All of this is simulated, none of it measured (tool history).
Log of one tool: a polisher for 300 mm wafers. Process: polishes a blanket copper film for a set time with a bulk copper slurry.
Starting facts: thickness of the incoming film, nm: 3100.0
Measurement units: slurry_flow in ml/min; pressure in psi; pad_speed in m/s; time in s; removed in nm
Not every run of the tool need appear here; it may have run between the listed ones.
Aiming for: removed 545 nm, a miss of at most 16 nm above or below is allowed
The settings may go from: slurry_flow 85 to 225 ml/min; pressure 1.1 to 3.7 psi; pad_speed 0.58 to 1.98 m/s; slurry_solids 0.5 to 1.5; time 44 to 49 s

run 1 hour=0 | slurry_flow=145 pressure=2.4 pad_speed=1.28 slurry_solids=1 time=49 | removed=421.44
run 2 hour=8.5 | slurry_flow=150 pressure=2.5 pad_speed=1.28 slurry_solids=1 time=49 | removed=439.31
run 3 hour=13.5 | slurry_flow=150 pressure=2.5 pad_speed=1.28 slurry_solids=1 time=49 | removed=442.93
run 4 hour=14.8 | slurry_flow=150 pressure=2.5 pad_speed=1.04 slurry_solids=1 time=49 | removed=358.33
run 5 hour=20.4 | slurry_flow=150 pressure=2.9 pad_speed=1.04 slurry_solids=1 time=49 | removed=396.9
run 6 hour=22.2 | slurry_flow=150 pressure=2.9 pad_speed=1.04 slurry_solids=1.1 time=49 | removed=412.06
run 7 hour=26.1 | slurry_flow=155 pressure=3.1 pad_speed=1.04 slurry_solids=1.1 time=49 | removed=421.3
run 8 hour=28.7 | slurry_flow=155 pressure=3.2 pad_speed=1.08 slurry_solids=1.1 time=49 | removed=462.16
run 9 hour=33 | slurry_flow=155 pressure=3.3 pad_speed=1.08 slurry_solids=1.1 time=49 | removed=468
run 10 hour=35.6 | slurry_flow=155 pressure=3.4 pad_speed=1.1 slurry_solids=1.1 time=49 | removed=492.15
run 11 hour=39.1 | slurry_flow=155 pressure=3.5 pad_speed=1.1 slurry_solids=1.1 time=49 | removed=495.72
run 12 hour=42.4 | slurry_flow=160 pressure=3.5 pad_speed=1.1 slurry_solids=1.1 time=49 | removed=502.5
run 13 hour=50.1 | slurry_flow=160 pressure=3.6 pad_speed=1.12 slurry_solids=1.1 time=49 | removed=523.3

Pick the move, out of 5, that brings all results within their allowed miss; only one does.
run A hour=57.8 | slurry_flow=160 pressure=3.3 pad_speed=1.18 slurry_solids=1.05 time=49 | removed=?
run B hour=57.8 | slurry_flow=175 pressure=2.7 pad_speed=1.46 slurry_solids=1 time=49 | removed=?
run C hour=57.8 | slurry_flow=155 pressure=3.7 pad_speed=1.16 slurry_solids=1.05 time=46 | removed=?
run D hour=57.8 | slurry_flow=170 pressure=3.6 pad_speed=1.14 slurry_solids=1.15 time=45 | removed=?
run E hour=57.8 | slurry_flow=165 pressure=3.4 pad_speed=1.34 slurry_solids=1.05 time=49 | removed=?

move=A removed=509.66
move=B removed=541.7
move=C removed=511.35
move=D removed=499.14
move=E removed=592.97
A: its largest miss is bigger than the last run's
B: hits every target within its allowed miss
C: its largest miss is bigger than the last run's
D: its largest miss is bigger than the last run's
E: pushes the last run's worst result past its target
The move that meets every target is B.

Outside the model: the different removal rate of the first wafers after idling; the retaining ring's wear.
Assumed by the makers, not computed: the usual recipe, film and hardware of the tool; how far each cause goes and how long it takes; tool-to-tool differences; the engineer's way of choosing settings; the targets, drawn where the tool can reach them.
